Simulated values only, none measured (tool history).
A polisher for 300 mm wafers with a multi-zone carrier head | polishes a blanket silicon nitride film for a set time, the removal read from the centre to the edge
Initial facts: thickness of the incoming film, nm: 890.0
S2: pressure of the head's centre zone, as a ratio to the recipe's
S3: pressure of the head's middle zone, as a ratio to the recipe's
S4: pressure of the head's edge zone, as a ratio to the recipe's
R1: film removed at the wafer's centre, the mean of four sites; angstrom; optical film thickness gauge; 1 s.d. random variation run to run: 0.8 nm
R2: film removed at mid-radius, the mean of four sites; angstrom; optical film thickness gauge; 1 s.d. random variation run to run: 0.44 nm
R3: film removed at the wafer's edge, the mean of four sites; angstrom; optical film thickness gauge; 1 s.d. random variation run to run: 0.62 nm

run 1 hour=0 | flow_of_slurry_(ml/min)=245 S2=1 S3=1 S4=1 polishing_time_(s)=68 | R1=1405.7 R2=1417.3 R3=1407.9
run 2 hour=1.8 | flow_of_slurry_(ml/min)=245 S2=1 S3=1 S4=0.95 polishing_time_(s)=68 | R1=1420.1 R2=1425 R3=1377.8
run 3 hour=9.7 | flow_of_slurry_(ml/min)=245 S2=1 S3=1.08 S4=0.95 polishing_time_(s)=68 | R1=1453.7 R2=1517.4 R3=1370.3
run 4 hour=17.8 | flow_of_slurry_(ml/min)=245 S2=1 S3=1.08 S4=0.95 polishing_time_(s)=55 | R1=1140.6 R2=1224.6 R3=1133.6
run 5 hour=22.5 | flow_of_slurry_(ml/min)=290 S2=1 S3=1.08 S4=0.95 polishing_time_(s)=55 | R1=1167.8 R2=1246.6 R3=1128.4
run 6 hour=29.4 | flow_of_slurry_(ml/min)=290 S2=1.07 S3=1.08 S4=0.95 polishing_time_(s)=55 | R1=1267.7 R2=1247.8 R3=1133.5
run 7 hour=33.9 | flow_of_slurry_(ml/min)=285 S2=1.07 S3=1.03 S4=0.94 polishing_time_(s)=50 | R1=1137.9 R2=1089.3 R3=1015.3
run 8 hour=38.2 | flow_of_slurry_(ml/min)=270 S2=1.06 S3=0.98 S4=0.94 polishing_time_(s)=47 | R1=1047.4 R2=974.79 R3=958.97
run 9 hour=41.3 | flow_of_slurry_(ml/min)=260 S2=1.05 S3=0.94 S4=0.93 polishing_time_(s)=46 | R1=1012.1 R2=921.04 R3=931.17
run 10 hour=43.5 | flow_of_slurry_(ml/min)=250 S2=1.04 S3=0.91 S4=0.92 polishing_time_(s)=45 | R1=988.05 R2=869.84 R3=903.81

Run 11, settings as shown, results not yet in. Your forecast:
run 11 hour=45.6 | flow_of_slurry_(ml/min)=240 S2=1.02 S3=0.89 S4=0.91 polishing_time_(s)=44 | R1=? R2=? R3=?

R1: 949.26 angstrom
R2: 833.59 angstrom
R3: 872.2 angstrom
